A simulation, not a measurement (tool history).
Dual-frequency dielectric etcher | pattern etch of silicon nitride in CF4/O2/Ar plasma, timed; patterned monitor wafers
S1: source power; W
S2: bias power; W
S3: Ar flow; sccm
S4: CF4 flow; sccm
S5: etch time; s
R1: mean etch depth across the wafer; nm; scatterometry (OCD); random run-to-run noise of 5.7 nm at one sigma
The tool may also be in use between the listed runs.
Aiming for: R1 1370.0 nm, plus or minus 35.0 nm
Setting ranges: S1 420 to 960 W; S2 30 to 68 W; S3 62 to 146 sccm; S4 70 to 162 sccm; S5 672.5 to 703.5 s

run    day   S1  S2   S3   S4     S5      R1
  1  0.000  690  49  104  116  672.5  1679.4
  2  0.050  660  49  104  116  672.5  1613.6
  3  0.212  640  49  104  116  672.5  1554.3
  4  0.521  640  49  104  116  672.5  1561.1
  5  0.579  640  49  104  116  672.5  1566.7
  6  0.938  640  49  104  116  703.5  1652.1
  7  0.962  500  47  105  115  703.0  1274.1
  8  1.012  510  47  105  115  703.0  1306.3

Below are 4 possible settings for the next run. Only one of them brings all results inside the allowed miss of their targets. Which is it?
  A  1.062  480  53  117  122  703.5   ?
  B  1.062  460  48   97  129  672.5   ?
  C  1.062  580  44  102  107  672.5   ?
  D  1.062  520  46  112  109  672.5   ?

move      R1
   A  1271.5
   B  1167.8
   C  1378.8
   D  1247.9
A: moves away from the targets compared with the last run
B: moves away from the targets compared with the last run
C: in spec on every target
D: moves away from the targets compared with the last run
C meets every target.
